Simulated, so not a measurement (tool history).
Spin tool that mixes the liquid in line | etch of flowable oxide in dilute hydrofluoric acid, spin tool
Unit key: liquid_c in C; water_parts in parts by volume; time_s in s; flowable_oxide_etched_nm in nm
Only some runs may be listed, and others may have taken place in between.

{"run": 1, "hour": 0.0, "liquid_c": 24.0, "water_parts": 275, "time_s": 325, "flowable_oxide_etched_nm": 35.968}
{"run": 2, "hour": 5.2, "liquid_c": 23.0, "water_parts": 275, "time_s": 325, "flowable_oxide_etched_nm": 35.095}
{"run": 3, "hour": 8.5, "liquid_c": 21.0, "water_parts": 275, "time_s": 325, "flowable_oxide_etched_nm": 32.426}
{"run": 4, "hour": 9.7, "liquid_c": 21.0, "water_parts": 200, "time_s": 325, "flowable_oxide_etched_nm": 47.586}
{"run": 5, "hour": 10.9, "liquid_c": 21.0, "water_parts": 200, "time_s": 345, "flowable_oxide_etched_nm": 50.696}
{"run": 6, "hour": 19.0, "liquid_c": 21.0, "water_parts": 150, "time_s": 345, "flowable_oxide_etched_nm": 71.557}
{"run": 7, "hour": 26.3, "liquid_c": 20.5, "water_parts": 170, "time_s": 345, "flowable_oxide_etched_nm": 60.553}
{"run": 8, "hour": 28.0, "liquid_c": 20.0, "water_parts": 190, "time_s": 345, "flowable_oxide_etched_nm": 51.962}
{"run": 9, "hour": 32.6, "liquid_c": 20.0, "water_parts": 190, "time_s": 345, "flowable_oxide_etched_nm": 51.863}

For run 10, what comes out?
{"run": 10, "hour": 38.6, "liquid_c": 19.5, "water_parts": 205, "time_s": 345, "flowable_oxide_etched_nm": "?"}

flowable_oxide_etched_nm: 46.795 nm
